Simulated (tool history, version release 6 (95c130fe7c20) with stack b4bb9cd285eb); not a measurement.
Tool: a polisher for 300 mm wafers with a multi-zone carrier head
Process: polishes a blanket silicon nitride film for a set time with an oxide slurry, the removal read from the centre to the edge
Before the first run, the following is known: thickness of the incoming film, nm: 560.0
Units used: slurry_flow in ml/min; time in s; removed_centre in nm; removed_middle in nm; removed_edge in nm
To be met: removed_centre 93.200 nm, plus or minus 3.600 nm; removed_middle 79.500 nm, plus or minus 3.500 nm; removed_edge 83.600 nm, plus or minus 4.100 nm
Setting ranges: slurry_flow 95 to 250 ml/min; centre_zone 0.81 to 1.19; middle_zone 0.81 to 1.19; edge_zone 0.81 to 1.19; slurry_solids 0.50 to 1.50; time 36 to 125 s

run  hour  slurry_flow  centre_zone  middle_zone  edge_zone  slurry_solids  time  removed_centre  removed_middle  removed_edge
  1   0.0          160         1.00         1.00       1.00           1.00    80          60.871          60.621        60.373
  2   4.5          165         1.03         1.00       1.03           1.10    81          66.164          63.275        65.021
  3   6.1          165         1.03         1.00       1.03           1.10    92          73.980          72.144        72.864
  4   8.4          135         1.03         1.00       1.03           1.10    92          71.978          69.555        72.479
  5  17.0          145         1.06         1.01       1.04           1.15    92          74.763          71.791        73.493
  6  24.8          145         1.06         1.01       0.96           1.15    92          75.653          73.413        72.090
  7  26.2          155         1.08         1.00       0.97           1.20    92          78.615          73.490        72.551
  8  35.0          160         1.09         1.00       0.99           1.25    92          80.635          75.749        75.678
  9  42.0          165         1.11         0.99       1.00           1.30    92          84.596          75.095        77.043
 10  49.5          170         1.12         0.99       1.01           1.35    92          86.297          76.792        78.846
 11  58.2          175         1.13         0.99       1.02           1.35    92          88.451          77.327        77.623

Of the 4 settings listed for the next run, only one would bring every result within its allowed miss of target. Which one?
  A  66.9          200         1.19         0.94       1.03           1.45    95               ?               ?             ?
  B  66.9          160         1.04         1.08       0.96           1.35    99               ?               ?             ?
  C  66.9          135         1.18         0.99       1.06           1.40    97               ?               ?             ?
  D  66.9          150         1.05         0.87       1.13           1.25   109               ?               ?             ?

move  removed_centre  removed_middle  removed_edge
   A          99.409          77.909        85.596
   B          85.771          86.429        83.090
   C          93.015          77.337        83.414
   D          91.656          76.513        93.519
A: brings the result that was furthest off to its target, and leaves another outside
B: brings the result that was furthest off to its target, and leaves another outside
C: each result inside its tolerance
D: the result that was furthest off in the last run now lies on the other side of its target
C is the move that brings every result within its allowed miss.
